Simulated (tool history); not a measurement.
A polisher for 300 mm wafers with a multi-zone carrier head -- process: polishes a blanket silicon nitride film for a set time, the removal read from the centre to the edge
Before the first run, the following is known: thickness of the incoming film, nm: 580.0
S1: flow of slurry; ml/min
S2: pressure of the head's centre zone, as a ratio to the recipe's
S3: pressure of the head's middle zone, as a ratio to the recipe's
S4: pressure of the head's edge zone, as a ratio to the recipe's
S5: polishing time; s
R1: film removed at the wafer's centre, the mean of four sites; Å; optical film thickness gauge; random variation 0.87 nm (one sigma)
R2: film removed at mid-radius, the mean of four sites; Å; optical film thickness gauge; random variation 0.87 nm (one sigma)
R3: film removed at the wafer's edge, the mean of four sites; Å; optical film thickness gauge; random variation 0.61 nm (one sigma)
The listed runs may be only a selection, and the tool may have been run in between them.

run,hour,S1,S2,S3,S4,S5,R1,R2,R3
1,0,250,1,1,1,68,714.64,735.74,736.35
2,3.8,250,1,1,1,56,593.57,592.38,611.36
3,8.7,260,1.01,1,1.04,60,635.59,637.61,670.05
4,11.7,235,1.01,1,1.04,60,643.96,634.06,664.29
5,19.5,295,1.01,1,1.04,60,657.31,657.06,674.91
6,20.5,295,1.01,1,1.04,68,757.85,739.02,774.61
7,24.2,305,1.01,1.02,1.07,69,762.65,757.03,792.35

Forecast run 8:
8,31,310,1.01,1.03,1.09,70,?,?,?

R1: 778.17 Å
R2: 777.83 Å
R3: 808.07 Å

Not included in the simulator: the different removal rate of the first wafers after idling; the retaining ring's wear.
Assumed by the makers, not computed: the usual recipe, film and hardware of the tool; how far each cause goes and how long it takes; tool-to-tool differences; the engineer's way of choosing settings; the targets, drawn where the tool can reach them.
